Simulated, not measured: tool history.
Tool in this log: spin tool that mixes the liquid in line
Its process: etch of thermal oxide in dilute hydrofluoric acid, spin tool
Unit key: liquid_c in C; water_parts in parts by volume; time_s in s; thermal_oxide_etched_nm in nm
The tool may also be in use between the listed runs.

run  hour  liquid_c  water_parts  time_s  thermal_oxide_etched_nm
  1   0.0      22.0           90     100                   4.9728
  2   8.3      22.0           90      80                   3.9523
  3  15.9      23.5           90      80                   4.2005
  4  20.3      25.5           70      85                   6.3423
  5  25.1      23.0           70      85                   5.7457
  6  27.7      24.5           55      90                   8.2807
  7  36.2      28.5           30      90                  18.5890
  8  38.9      28.0           30      90                  18.3910
  9  45.0      27.5           30      90                  18.2650
 10  46.0      27.0           30      90                  17.5510

What does the tool deliver on the next run?
 11  53.4      26.5           30      90                        ?

{"run 11": {"thermal_oxide_etched_nm": 17.472}}

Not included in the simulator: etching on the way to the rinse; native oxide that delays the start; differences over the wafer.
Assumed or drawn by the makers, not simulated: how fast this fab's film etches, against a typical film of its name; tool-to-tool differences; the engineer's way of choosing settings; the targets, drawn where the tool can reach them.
